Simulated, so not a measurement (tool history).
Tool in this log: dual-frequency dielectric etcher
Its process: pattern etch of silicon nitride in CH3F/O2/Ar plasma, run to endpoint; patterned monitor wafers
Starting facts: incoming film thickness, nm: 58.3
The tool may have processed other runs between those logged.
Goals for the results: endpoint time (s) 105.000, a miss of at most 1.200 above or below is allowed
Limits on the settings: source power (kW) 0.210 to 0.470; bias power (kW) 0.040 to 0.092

{"run": 1, "hour": 0.0, "source power (kW)": 0.34, "bias power (kW)": 0.066, "endpoint time (s)": 96.572}
{"run": 2, "hour": 4.7, "source power (kW)": 0.32, "bias power (kW)": 0.066, "endpoint time (s)": 97.904}
{"run": 3, "hour": 11.6, "source power (kW)": 0.28, "bias power (kW)": 0.066, "endpoint time (s)": 101.82}
{"run": 4, "hour": 18.3, "source power (kW)": 0.28, "bias power (kW)": 0.077, "endpoint time (s)": 97.508}
{"run": 5, "hour": 27.2, "source power (kW)": 0.26, "bias power (kW)": 0.076, "endpoint time (s)": 99.012}
{"run": 6, "hour": 27.8, "source power (kW)": 0.3, "bias power (kW)": 0.076, "endpoint time (s)": 96.101}
{"run": 7, "hour": 35.5, "source power (kW)": 0.28, "bias power (kW)": 0.075, "endpoint time (s)": 97.256}
{"run": 8, "hour": 39.1, "source power (kW)": 0.28, "bias power (kW)": 0.075, "endpoint time (s)": 97.997}
{"run": 9, "hour": 47.2, "source power (kW)": 0.26, "bias power (kW)": 0.074, "endpoint time (s)": 100.4}
{"run": 10, "hour": 51.9, "source power (kW)": 0.25, "bias power (kW)": 0.074, "endpoint time (s)": 101.08}
{"run": 11, "hour": 56.3, "source power (kW)": 0.24, "bias power (kW)": 0.074, "endpoint time (s)": 102.76}

Exactly one of the 4 candidate moves below puts every result within its allowed miss. Which one?
{"run": "A", "hour": 60.7, "source power (kW)": 0.23, "bias power (kW)": 0.085, "endpoint time (s)": "?"}
{"run": "B", "hour": 60.7, "source power (kW)": 0.24, "bias power (kW)": 0.073, "endpoint time (s)": "?"}
{"run": "C", "hour": 60.7, "source power (kW)": 0.23, "bias power (kW)": 0.071, "endpoint time (s)": "?"}
{"run": "D", "hour": 60.7, "source power (kW)": 0.22, "bias power (kW)": 0.081, "endpoint time (s)": "?"}

move=A endpoint_time_(s)=99.189
move=B endpoint_time_(s)=102.820
move=C endpoint_time_(s)=104.840
move=D endpoint_time_(s)=101.850
A: moves away from the targets compared with the last run
B: neither nearer nor further off than the last run
C: all results in spec
D: moves away from the targets compared with the last run
Go with C: it meets all targets.
